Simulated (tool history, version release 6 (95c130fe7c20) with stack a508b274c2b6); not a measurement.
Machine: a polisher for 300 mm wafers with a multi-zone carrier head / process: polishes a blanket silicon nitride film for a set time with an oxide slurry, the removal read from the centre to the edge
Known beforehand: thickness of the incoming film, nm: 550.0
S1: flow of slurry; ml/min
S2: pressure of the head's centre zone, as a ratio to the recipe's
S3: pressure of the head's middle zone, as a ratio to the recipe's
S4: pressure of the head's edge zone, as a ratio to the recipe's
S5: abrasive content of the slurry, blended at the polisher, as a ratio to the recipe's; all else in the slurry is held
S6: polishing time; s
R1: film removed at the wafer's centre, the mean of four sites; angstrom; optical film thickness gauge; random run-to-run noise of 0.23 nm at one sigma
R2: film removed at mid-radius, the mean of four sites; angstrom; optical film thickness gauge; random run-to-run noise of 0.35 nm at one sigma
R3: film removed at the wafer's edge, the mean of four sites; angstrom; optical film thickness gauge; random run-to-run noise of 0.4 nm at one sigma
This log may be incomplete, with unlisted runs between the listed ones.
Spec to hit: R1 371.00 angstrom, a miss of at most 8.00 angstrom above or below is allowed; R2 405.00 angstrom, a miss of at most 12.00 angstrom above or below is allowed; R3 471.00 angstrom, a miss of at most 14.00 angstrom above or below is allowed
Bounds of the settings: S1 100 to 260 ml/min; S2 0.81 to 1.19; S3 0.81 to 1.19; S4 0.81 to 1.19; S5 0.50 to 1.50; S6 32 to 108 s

| run | hour | S1 | S2 | S3 | S4 | S5 | S6 | R1 | R2 | R3 |
|---|---|---|---|---|---|---|---|---|---|---|
| 1 | 0.0 | 165 | 1.00 | 1.00 | 1.00 | 1.00 | 70 | 377.01 | 370.81 | 370.24 |
| 2 | 8.1 | 165 | 1.00 | 1.00 | 1.00 | 0.80 | 70 | 344.12 | 343.57 | 342.54 |
| 3 | 9.5 | 165 | 0.92 | 1.00 | 1.00 | 0.80 | 70 | 319.99 | 347.97 | 348.71 |
| 4 | 12.4 | 175 | 0.90 | 0.99 | 1.04 | 0.90 | 70 | 334.52 | 361.49 | 371.73 |
| 5 | 18.1 | 175 | 0.90 | 0.94 | 1.04 | 0.90 | 70 | 331.22 | 346.21 | 369.06 |
| 6 | 21.5 | 175 | 0.84 | 0.94 | 1.04 | 0.90 | 70 | 313.36 | 348.23 | 370.01 |
| 7 | 25.9 | 180 | 0.83 | 0.94 | 1.08 | 0.95 | 70 | 315.26 | 355.44 | 384.07 |
| 8 | 32.1 | 185 | 0.83 | 0.93 | 1.11 | 1.05 | 70 | 328.13 | 369.03 | 404.01 |
| 9 | 36.5 | 195 | 0.83 | 0.92 | 1.13 | 1.10 | 70 | 336.54 | 370.22 | 418.25 |
| 10 | 43.8 | 205 | 0.83 | 0.92 | 1.14 | 1.15 | 70 | 347.78 | 381.56 | 432.04 |
| 11 | 49.7 | 215 | 0.83 | 0.92 | 1.15 | 1.15 | 70 | 347.05 | 387.55 | 433.58 |
| 12 | 51.9 | 215 | 0.83 | 0.92 | 1.16 | 1.20 | 70 | 355.30 | 386.03 | 440.99 |

Which one of the following 5 next-run settings gets every result inside its allowed miss? There is exactly one.
| A | 54.1 | 200 | 0.88 | 0.92 | 1.10 | 1.15 | 68 | ? | ? | ? |
| B | 54.1 | 215 | 0.82 | 0.89 | 1.17 | 1.05 | 78 | ? | ? | ? |
| C | 54.1 | 200 | 0.81 | 1.00 | 1.02 | 1.30 | 70 | ? | ? | ? |
| D | 54.1 | 240 | 0.83 | 0.90 | 1.19 | 1.25 | 69 | ? | ? | ? |
| E | 54.1 | 225 | 0.94 | 0.92 | 1.14 | 1.25 | 64 | ? | ? | ? |

| move | R1 | R2 | R3 |
|---|---|---|---|
| A | 348.71 | 371.73 | 406.19 |
| B | 368.81 | 407.08 | 470.08 |
| C | 347.94 | 426.12 | 419.06 |
| D | 355.46 | 390.93 | 449.80 |
| E | 364.47 | 365.71 | 405.36 |
A: further off than the last run
B: all results in spec
C: further off than the last run
D: nearer the targets than the last run, but a result is still out of spec
E: further off than the last run
So the answer is move B, the one that meets all the targets.
